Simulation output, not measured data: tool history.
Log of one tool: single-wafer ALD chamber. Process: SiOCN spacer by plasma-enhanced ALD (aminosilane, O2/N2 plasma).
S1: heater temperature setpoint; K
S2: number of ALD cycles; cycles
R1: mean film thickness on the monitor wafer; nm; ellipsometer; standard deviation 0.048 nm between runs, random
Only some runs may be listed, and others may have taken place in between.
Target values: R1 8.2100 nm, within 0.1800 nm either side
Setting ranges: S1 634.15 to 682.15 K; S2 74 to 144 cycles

| run | hour | S1 | S2 | R1 |
|---|---|---|---|---|
| 1 | 0.0 | 658.15 | 109 | 6.4717 |
| 2 | 2.6 | 654.15 | 109 | 6.4857 |
| 3 | 6.5 | 649.15 | 109 | 6.4944 |
| 4 | 12.8 | 638.15 | 109 | 6.4138 |
| 5 | 13.5 | 638.15 | 114 | 6.7429 |
| 6 | 20.8 | 638.15 | 99 | 5.9025 |
| 7 | 23.2 | 638.15 | 116 | 6.8613 |
| 8 | 31.3 | 638.15 | 116 | 6.9106 |
| 9 | 38.1 | 638.15 | 116 | 6.8570 |
| 10 | 42.4 | 638.15 | 120 | 7.1563 |
| 11 | 47.7 | 638.15 | 123 | 7.3676 |
|  | 52.5 | thermocouple changed; heater temperature recalibrated |
| 12 | 52.5 | 638.15 | 125 | 7.4600 |

Pick the move, out of 5, that brings all results within their allowed miss; only one does.
| A | 57.3 | 636.15 | 137 | ? |
| B | 57.3 | 637.15 | 108 | ? |
| C | 57.3 | 639.15 | 112 | ? |
| D | 57.3 | 636.15 | 130 | ? |
| E | 57.3 | 634.15 | 128 | ? |

| move | R1 |
|---|---|
| A | 8.1908 |
| B | 6.4570 |
| C | 6.6961 |
| D | 7.7723 |
| E | 7.6527 |
A: every result lands within tolerance
B: further off than the last run
C: further off than the last run
D: an improvement on the last run, though not all results are within tolerance
E: an improvement on the last run, though not all results are within tolerance
The right move is A.

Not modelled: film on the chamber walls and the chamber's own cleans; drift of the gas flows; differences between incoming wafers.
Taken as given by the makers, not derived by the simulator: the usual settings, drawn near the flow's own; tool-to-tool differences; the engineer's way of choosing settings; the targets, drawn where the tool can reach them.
